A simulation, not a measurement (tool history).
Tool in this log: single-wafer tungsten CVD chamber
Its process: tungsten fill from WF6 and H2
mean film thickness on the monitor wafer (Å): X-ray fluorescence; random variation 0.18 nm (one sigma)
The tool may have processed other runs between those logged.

run	hour	heater temperature setpoint (°C)	chamber pressure (Pa)	deposition time (s)	mean film thickness on the monitor wafer (Å)
1	0.0	390	7293	28.8	870.61
2	8.4	389	7279	28.8	851.76
3	16.9	389	7279	28.8	848.99
4	22.6	389	6546	28.8	816.19
5	29.4	389	7266	28.8	848.58
6	38.0	389	8093	28.8	890.13
7	46.5	388	8079	28.8	868.86
8	54.1	387	8066	28.8	850.73
9	62.4	387	8066	28.8	848.00
10	69.1	386	8053	28.8	830.28

Run 11 is up next; what results do you expect?
11	71.9	385	8053	28.8	?

{"run 11": {"mean film thickness on the monitor wafer (Å)": 814.59}}
